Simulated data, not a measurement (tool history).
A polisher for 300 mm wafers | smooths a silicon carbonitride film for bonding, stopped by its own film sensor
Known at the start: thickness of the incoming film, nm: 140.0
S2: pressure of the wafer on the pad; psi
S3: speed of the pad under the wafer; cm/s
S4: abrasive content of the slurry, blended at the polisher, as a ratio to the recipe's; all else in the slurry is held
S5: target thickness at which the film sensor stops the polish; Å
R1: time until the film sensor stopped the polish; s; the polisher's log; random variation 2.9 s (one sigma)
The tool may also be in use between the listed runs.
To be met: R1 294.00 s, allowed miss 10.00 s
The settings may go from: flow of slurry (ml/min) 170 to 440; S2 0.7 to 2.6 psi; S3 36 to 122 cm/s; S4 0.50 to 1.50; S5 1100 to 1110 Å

{"run": 1, "day": 0.0, "flow of slurry (ml/min)": 280, "S2": 1.6, "S3": 78, "S4": 1.0, "S5": 1110, "R1": 178.74}
{"run": 2, "day": 0.104, "flow of slurry (ml/min)": 280, "S2": 1.5, "S3": 78, "S4": 1.0, "S5": 1110, "R1": 188.3}
{"run": 3, "day": 0.362, "flow of slurry (ml/min)": 280, "S2": 1.4, "S3": 78, "S4": 1.0, "S5": 1110, "R1": 202.8}
{"run": 4, "day": 0.604, "flow of slurry (ml/min)": 280, "S2": 1.4, "S3": 86, "S4": 1.0, "S5": 1110, "R1": 186.6}
{"run": 5, "day": 0.688, "flow of slurry (ml/min)": 280, "S2": 1.4, "S3": 86, "S4": 1.0, "S5": 1100, "R1": 192.82}
{"run": 6, "day": 0.988, "flow of slurry (ml/min)": 280, "S2": 1.4, "S3": 86, "S4": 1.1, "S5": 1100, "R1": 186.31}
{"run": 7, "day": 1.317, "flow of slurry (ml/min)": 280, "S2": 1.3, "S3": 86, "S4": 1.1, "S5": 1100, "R1": 197.89}
{"run": 8, "day": 1.35, "flow of slurry (ml/min)": 280, "S2": 1.2, "S3": 86, "S4": 1.1, "S5": 1100, "R1": 214.97}
{"run": 9, "day": 1.475, "flow of slurry (ml/min)": 280, "S2": 1.1, "S3": 86, "S4": 1.1, "S5": 1100, "R1": 234.17}

5 next moves are on the table. One of them brings every result within its allowed miss. Which?
{"run": "A", "day": 1.6, "flow of slurry (ml/min)": 290, "S2": 0.8, "S3": 84, "S4": 1.1, "S5": 1100, "R1": "?"}
{"run": "B", "day": 1.6, "flow of slurry (ml/min)": 260, "S2": 1.1, "S3": 58, "S4": 1.05, "S5": 1100, "R1": "?"}
{"run": "C", "day": 1.6, "flow of slurry (ml/min)": 250, "S2": 1.1, "S3": 64, "S4": 1.15, "S5": 1100, "R1": "?"}
{"run": "D", "day": 1.6, "flow of slurry (ml/min)": 285, "S2": 0.9, "S3": 80, "S4": 0.95, "S5": 1100, "R1": "?"}
{"run": "E", "day": 1.6, "flow of slurry (ml/min)": 320, "S2": 0.9, "S3": 74, "S4": 1.05, "S5": 1100, "R1": "?"}

move=A R1=327.69
move=B R1=333.46
move=C R1=300.47
move=D R1=319.86
move=E R1=326.84
A: takes the result that was furthest off past its target
B: takes the result that was furthest off past its target
C: meets every target
D: takes the result that was furthest off past its target
E: takes the result that was furthest off past its target
The right move is C.
